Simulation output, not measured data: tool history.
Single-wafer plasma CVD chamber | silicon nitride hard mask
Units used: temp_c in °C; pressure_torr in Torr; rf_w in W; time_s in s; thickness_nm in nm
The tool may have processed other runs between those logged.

Run 1, hour 0.0: temp_c 400 °C, pressure_torr 1.40 Torr, rf_w 350 W, time_s 30.2 s. Result: thickness_nm 39.530 nm.
Run 2, hour 3.8: temp_c 400 °C, pressure_torr 1.34 Torr, rf_w 350 W, time_s 30.2 s. Result: thickness_nm 39.002 nm.
Run 3, hour 6.5: temp_c 400 °C, pressure_torr 1.29 Torr, rf_w 350 W, time_s 30.2 s. Result: thickness_nm 38.693 nm.
Run 4, hour 11.6: temp_c 400 °C, pressure_torr 1.29 Torr, rf_w 395 W, time_s 30.2 s. Result: thickness_nm 42.016 nm.
Run 5, hour 12.9: temp_c 400 °C, pressure_torr 1.53 Torr, rf_w 395 W, time_s 30.2 s. Result: thickness_nm 43.527 nm.
Run 6, hour 21.6: temp_c 400 °C, pressure_torr 1.53 Torr, rf_w 360 W, time_s 30.2 s. Result: thickness_nm 40.819 nm.
Run 7, hour 28.8: temp_c 400 °C, pressure_torr 1.47 Torr, rf_w 355 W, time_s 30.2 s. Result: thickness_nm 40.189 nm.
Run 8, hour 33.0: temp_c 400 °C, pressure_torr 1.41 Torr, rf_w 350 W, time_s 30.2 s. Result: thickness_nm 39.040 nm.
Run 9, hour 34.3: temp_c 400 °C, pressure_torr 1.36 Torr, rf_w 345 W, time_s 30.2 s. Result: thickness_nm 38.497 nm.
Run 10, hour 36.2: temp_c 400 °C, pressure_torr 1.31 Torr, rf_w 345 W, time_s 30.2 s. Result: thickness_nm 38.466 nm.
Run 11, hour 37.5: temp_c 400 °C, pressure_torr 1.27 Torr, rf_w 340 W, time_s 30.2 s. Result: thickness_nm 37.528 nm.
Run 12, hour 41.7: temp_c 400 °C, pressure_torr 1.24 Torr, rf_w 340 W, time_s 30.2 s. Result: thickness_nm 37.465 nm.

Forecast run 13:
Run 13, hour 43.9: temp_c 400 °C, pressure_torr 1.21 Torr, rf_w 340 W, time_s 30.2 s. Result: thickness_nm ?.

{"run 13": {"thickness_nm": 37.251}}
